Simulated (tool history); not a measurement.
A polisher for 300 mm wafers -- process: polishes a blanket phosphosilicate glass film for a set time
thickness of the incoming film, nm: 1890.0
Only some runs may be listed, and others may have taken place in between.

| run | hour | flow of slurry (ml/min) | pressure of the wafer on the pad (kPa) | speed of the pad under the wafer (m/s) | abrasive content of the slurry | polishing time (s) | film removed (angstrom) |
|---|---|---|---|---|---|---|---|
| 1 | 0 | 145 | 19.3 | 1.28 | 1 | 52 | 4079.4 |
| 2 | 5.9 | 145 | 19.3 | 1.28 | 0.8 | 52 | 3617.4 |
| 3 | 10.1 | 140 | 18.6 | 1.28 | 0.8 | 52 | 3455.1 |
| 4 | 17.9 | 140 | 18.6 | 1.28 | 0.9 | 52 | 3710.5 |
| 5 | 19.6 | 140 | 18.6 | 1.04 | 0.9 | 52 | 3158 |
|  | 21 | slurry nozzle cleaned |
| 6 | 21 | 135 | 17.9 | 1.04 | 0.9 | 52 | 3243.3 |
| 7 | 24.7 | 135 | 17.2 | 1.04 | 0.9 | 52 | 3136.7 |
| 8 | 29.4 | 135 | 16.5 | 1.04 | 0.9 | 52 | 3058.4 |
| 9 | 37.7 | 135 | 15.9 | 1.04 | 0.9 | 52 | 2947.8 |

Expected results for the next run?
| 10 | 40.7 | 135 | 15.2 | 1.04 | 0.9 | 52 | ? |

Run 10 measured film removed (angstrom) 2950.9.

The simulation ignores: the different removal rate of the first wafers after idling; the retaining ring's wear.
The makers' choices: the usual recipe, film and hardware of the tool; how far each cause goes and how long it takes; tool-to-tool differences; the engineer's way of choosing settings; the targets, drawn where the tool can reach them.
